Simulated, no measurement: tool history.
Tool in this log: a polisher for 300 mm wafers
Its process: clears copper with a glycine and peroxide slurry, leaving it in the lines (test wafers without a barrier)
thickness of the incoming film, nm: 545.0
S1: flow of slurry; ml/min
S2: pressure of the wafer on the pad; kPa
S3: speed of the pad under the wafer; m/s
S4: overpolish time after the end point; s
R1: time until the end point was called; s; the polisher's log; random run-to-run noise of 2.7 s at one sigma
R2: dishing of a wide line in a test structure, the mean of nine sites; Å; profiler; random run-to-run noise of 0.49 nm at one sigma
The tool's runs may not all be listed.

| run | hour | S1 | S2 | S3 | S4 | R1 | R2 |
|---|---|---|---|---|---|---|---|
| 1 | 0.0 | 280 | 15.9 | 0.94 | 20 | 143.18 | 489.89 |
| 2 | 5.7 | 305 | 15.9 | 0.94 | 20 | 139.14 | 487.37 |
| 3 | 8.6 | 360 | 15.9 | 0.94 | 20 | 139.89 | 500.18 |
| 4 | 13.6 | 360 | 15.2 | 0.94 | 20 | 145.00 | 485.49 |
| 5 | 19.3 | 360 | 15.2 | 0.94 | 12 | 143.95 | 327.95 |
| 6 | 26.3 | 360 | 15.2 | 0.94 | 7 | 147.28 | 202.63 |
| 7 | 28.3 | 355 | 14.5 | 0.94 | 9 | 145.33 | 244.86 |
| 8 | 30.9 | 355 | 13.8 | 0.92 | 11 | 155.33 | 284.96 |
| 9 | 35.5 | 355 | 13.1 | 0.92 | 12 | 162.94 | 298.49 |
| 10 | 43.6 | 355 | 13.1 | 0.92 | 12 | 161.45 | 288.96 |
| 11 | 47.1 | 355 | 12.4 | 0.92 | 13 | 166.00 | 311.61 |
| 12 | 51.0 | 355 | 11.7 | 0.92 | 14 | 171.71 | 316.82 |
| 13 | 55.4 | 355 | 11.0 | 0.92 | 15 | 173.31 | 329.72 |

Estimate the outcome of run 14 from the log above:
| 14 | 59.4 | 355 | 10.3 | 0.92 | 16 | ? | ? |

{"run 14": {"R1": 177.85, "R2": 343.62}}

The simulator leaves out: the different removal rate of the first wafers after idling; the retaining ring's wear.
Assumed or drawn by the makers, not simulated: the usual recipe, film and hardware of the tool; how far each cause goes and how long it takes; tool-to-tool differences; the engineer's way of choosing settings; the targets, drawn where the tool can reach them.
